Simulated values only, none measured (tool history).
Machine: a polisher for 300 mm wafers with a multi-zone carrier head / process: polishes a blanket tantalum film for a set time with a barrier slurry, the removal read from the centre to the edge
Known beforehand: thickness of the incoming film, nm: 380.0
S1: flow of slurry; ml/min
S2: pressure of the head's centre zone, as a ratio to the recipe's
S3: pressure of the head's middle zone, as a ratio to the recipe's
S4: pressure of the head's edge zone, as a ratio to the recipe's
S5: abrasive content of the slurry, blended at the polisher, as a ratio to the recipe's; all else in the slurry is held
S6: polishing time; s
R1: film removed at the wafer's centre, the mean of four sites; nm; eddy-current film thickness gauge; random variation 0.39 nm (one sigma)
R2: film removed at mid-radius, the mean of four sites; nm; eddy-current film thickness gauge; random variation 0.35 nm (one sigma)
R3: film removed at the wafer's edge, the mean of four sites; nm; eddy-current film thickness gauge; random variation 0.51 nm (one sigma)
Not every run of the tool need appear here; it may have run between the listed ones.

run,day,S1,S2,S3,S4,S5,S6,R1,R2,R3
1,0,305,1,1,1,1,57,56.781,57.158,58.32
2,0.317,305,1.04,1,1,1,57,59.9,56.263,57.159
3,0.442,305,1.04,1,1,1,50,52.197,49.351,50.599
4,0.729,305,1.04,1,1,1.1,50,53.648,51.214,50.738
5,0.779,305,1,0.99,0.98,0.95,47,46.747,44.978,46.209
6,1.121,305,1,0.99,0.98,0.95,39,38.474,37.456,38.953
7,1.204,300,0.97,0.98,0.99,0.95,39,37.37,38.029,39.798

Run 8 comes next. What will it give?
8,1.5,295,0.95,0.96,0.99,0.95,39,?,?,?

{"run 8": {"R1": 36.072, "R2": 36.733, "R3": 39.28}}
